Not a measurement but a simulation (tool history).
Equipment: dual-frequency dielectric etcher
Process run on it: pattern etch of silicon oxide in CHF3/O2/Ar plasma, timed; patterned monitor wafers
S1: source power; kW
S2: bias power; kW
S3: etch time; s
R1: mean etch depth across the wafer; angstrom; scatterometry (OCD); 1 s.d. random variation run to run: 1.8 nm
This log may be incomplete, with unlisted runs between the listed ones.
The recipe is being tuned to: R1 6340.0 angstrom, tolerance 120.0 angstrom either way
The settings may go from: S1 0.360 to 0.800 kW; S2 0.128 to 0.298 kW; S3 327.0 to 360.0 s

run  hour     S1     S2     S3      R1
  1   0.0  0.580  0.213  360.0  7726.4
  2   2.3  0.560  0.207  359.0  7519.0
  3   9.4  0.540  0.203  358.5  7399.0
  4  12.9  0.520  0.198  357.5  7244.8
  5  13.9  0.500  0.194  356.5  7081.0
  6  19.6  0.500  0.194  360.0  7155.5
  7  20.5  0.490  0.190  359.0  7098.7
  8  23.2  0.480  0.185  358.0  6941.8
  9  29.2  0.470  0.182  357.5  6865.4
 10  35.3  0.460  0.180  357.0  6767.5

Exactly one of the 4 candidate moves below puts every result within its allowed miss. Which one?
  A  41.4  0.510  0.222  348.0   ?
  B  41.4  0.540  0.186  360.0   ?
  C  41.4  0.400  0.208  327.0   ?
  D  41.4  0.410  0.160  342.0   ?

move      R1
   A  7325.4
   B  7215.4
   C  6338.7
   D  6070.6
A: moves away from the targets compared with the last run
B: moves away from the targets compared with the last run
C: in spec on every target
D: carries the result that was furthest off beyond its target, to the other side
The right move is C.

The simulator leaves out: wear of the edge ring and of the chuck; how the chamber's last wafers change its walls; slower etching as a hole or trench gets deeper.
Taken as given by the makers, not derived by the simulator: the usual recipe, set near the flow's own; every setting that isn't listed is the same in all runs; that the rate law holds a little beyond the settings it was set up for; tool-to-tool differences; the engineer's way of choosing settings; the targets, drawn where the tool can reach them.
